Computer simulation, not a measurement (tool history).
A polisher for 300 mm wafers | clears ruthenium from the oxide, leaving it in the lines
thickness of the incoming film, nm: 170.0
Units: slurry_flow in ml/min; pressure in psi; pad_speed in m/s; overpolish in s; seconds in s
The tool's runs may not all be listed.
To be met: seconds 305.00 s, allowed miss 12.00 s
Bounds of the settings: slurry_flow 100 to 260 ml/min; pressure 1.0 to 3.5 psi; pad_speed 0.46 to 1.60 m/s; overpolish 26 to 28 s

| run | hour | slurry_flow | pressure | pad_speed | overpolish | seconds |
|---|---|---|---|---|---|---|
| 1 | 0.0 | 165 | 2.2 | 1.02 | 26 | 163.25 |
| 2 | 1.8 | 165 | 1.7 | 1.02 | 26 | 208.14 |
| 3 | 3.1 | 185 | 1.7 | 1.02 | 26 | 204.37 |
| 4 | 8.3 | 220 | 1.7 | 1.02 | 26 | 199.33 |
| 5 | 16.7 | 220 | 1.7 | 1.22 | 26 | 168.14 |
| 6 | 24.4 | 220 | 1.6 | 1.16 | 26 | 186.58 |
| 7 | 29.2 | 220 | 1.5 | 1.12 | 26 | 208.41 |
| 8 | 33.3 | 220 | 1.5 | 1.12 | 26 | 208.16 |

Which of these 5 next moves meets every target?
| A | 37.4 | 100 | 1.6 | 1.36 | 27 | ? |
| B | 37.4 | 235 | 1.1 | 0.88 | 26 | ? |
| C | 37.4 | 205 | 1.0 | 1.14 | 26 | ? |
| D | 37.4 | 210 | 2.1 | 1.40 | 28 | ? |
| E | 37.4 | 215 | 2.0 | 1.32 | 26 | ? |

| move | seconds |
|---|---|
| A | 182.76 |
| B | 344.81 |
| C | 298.24 |
| D | 119.87 |
| E | 132.72 |
A: further off than the last run
B: takes the result that was furthest off past its target
C: meets every target
D: further off than the last run
E: further off than the last run
Move C is the one to make.
